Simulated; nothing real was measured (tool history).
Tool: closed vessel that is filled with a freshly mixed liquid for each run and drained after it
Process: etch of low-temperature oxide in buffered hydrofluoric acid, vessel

| run | hour | temperature setpoint of the liquid (K) | parts of 40 % ammonium fluoride to one part of 49 % hydrofluoric acid (parts by volume) | time in the liquid (s) | thickness taken off the low-temperature oxide on a monitor wafer (Å) |
|---|---|---|---|---|---|
| 1 | 0.0 | 297.15 | 17.0 | 100 | 2572.6 |
| 2 | 8.8 | 295.65 | 17.5 | 100 | 2329.7 |
| 3 | 16.0 | 294.65 | 18.0 | 100 | 2134.1 |
| 4 | 19.3 | 297.15 | 18.0 | 100 | 2409.6 |
| 5 | 23.6 | 300.65 | 18.0 | 100 | 2927.5 |
| 6 | 27.0 | 303.15 | 18.0 | 100 | 3365.4 |
| 7 | 30.0 | 300.15 | 18.0 | 100 | 2851.4 |
| 8 | 38.7 | 296.15 | 18.5 | 100 | 2263.3 |

Run 9 has not been measured yet. What should we expect?
| 9 | 40.5 | 294.65 | 18.5 | 100 | ? |

thickness taken off the low-temperature oxide on a monitor wafer (Å): 2072.3
